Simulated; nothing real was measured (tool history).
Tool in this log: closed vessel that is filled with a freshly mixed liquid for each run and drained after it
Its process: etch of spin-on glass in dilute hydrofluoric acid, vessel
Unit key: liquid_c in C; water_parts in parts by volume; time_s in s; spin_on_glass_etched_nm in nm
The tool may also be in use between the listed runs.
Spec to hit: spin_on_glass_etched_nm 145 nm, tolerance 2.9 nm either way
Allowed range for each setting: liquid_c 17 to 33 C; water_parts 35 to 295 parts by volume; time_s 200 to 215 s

run	hour	liquid_c	water_parts	time_s	spin_on_glass_etched_nm
1	0	25	165	200	44.71
2	1.2	27	165	200	48.613
3	3.3	27	165	200	48.455
4	8.3	27	165	200	48.473
5	10.5	27	165	215	52.284
6	14.9	27	140	215	62.853
7	19.7	29	110	215	90.609
8	25.9	33	70	215	175.91
9	27.8	32	70	215	169.49
10	31.5	31.5	70	215	164.92
11	37.9	31	70	215	162.87
12	44.1	30.5	70	215	159.25
13	52.7	30	70	215	156.22
14	53.5	27.5	70	215	140.54

Consider the 4 candidate settings below. Which is the only one whose results all fall within their allowed miss of target?
A	54.3	26	65	215	?
B	54.3	27	70	215	?
C	54.3	30.5	80	215	?
D	54.3	31.5	80	210	?

move	spin_on_glass_etched_nm
A	144.6
B	138.76
C	137.08
D	139.05
A: every result lands within tolerance
B: moves away from the targets compared with the last run
C: moves away from the targets compared with the last run
D: moves away from the targets compared with the last run
Go with A: it meets all targets.
